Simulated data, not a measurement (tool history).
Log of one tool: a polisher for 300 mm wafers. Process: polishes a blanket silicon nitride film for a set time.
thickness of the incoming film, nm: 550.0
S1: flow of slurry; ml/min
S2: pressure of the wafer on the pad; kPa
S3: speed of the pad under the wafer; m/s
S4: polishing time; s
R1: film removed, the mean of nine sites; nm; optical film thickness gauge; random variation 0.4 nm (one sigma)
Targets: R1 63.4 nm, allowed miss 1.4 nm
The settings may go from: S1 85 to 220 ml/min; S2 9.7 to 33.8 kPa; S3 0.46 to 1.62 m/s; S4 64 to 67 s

run  hour   S1    S2    S3  S4      R1
  1     0  140  21.4  1.04  64  94.633
  2   3.1  130  18.6  1.04  64  82.623
  3   6.2  105  18.6  1.04  64   79.08
  4   9.1  100  17.2  1.04  64  71.914
  5  12.2   95  16.5  1.04  64   69.61
  6  18.3   95  16.5  1.04  64  69.496
  7  26.9   90  14.5  1.04  64  60.182
  8  34.9  100  14.5  1.04  64  61.875

4 next moves are on the table. One of them brings every result within its allowed miss. Which?
  A  42.9  125  13.1  1.02  67   ?
  B  42.9   85  16.5  0.92  64   ?
  C  42.9  120  15.2  1.02  64   ?
  D  42.9  100  14.5     1  64   ?

move      R1
   A  60.227
   B  64.017
   C  65.771
   D  60.474
A: further off than the last run
B: meets every target
C: takes the result that was furthest off past its target
D: further off than the last run
The right move is B.
